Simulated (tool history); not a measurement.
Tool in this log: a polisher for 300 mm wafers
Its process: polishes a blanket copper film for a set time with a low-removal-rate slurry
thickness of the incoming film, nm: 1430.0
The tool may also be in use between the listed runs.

run	hour	flow of slurry (ml/min)	pressure of the wafer on the pad (kPa)	speed of the pad under the wafer (cm/s)	abrasive content of the slurry	polishing time (s)	film removed (Å)
1	0.0	145	22.1	102	1.0	125	4021.6
2	0.6	145	20.0	102	1.0	125	3599.8
3	6.7	145	17.9	102	1.0	125	3269.1
4	9.1	145	16.5	102	1.0	125	3052.1
5	15.6	130	16.5	102	1.0	125	2933.3
6	19.6	125	15.9	102	1.0	125	2855.7
7	22.7	125	15.2	102	1.0	125	2691.1
8	30.8	120	14.5	102	1.0	125	2564.9
9	39.0	115	14.5	102	1.0	125	2599.3

Run 10 comes next. What will it give?
10	45.9	115	13.8	102	1.0	125	?

{"run 10": {"film removed (Å)": 2420.1}}
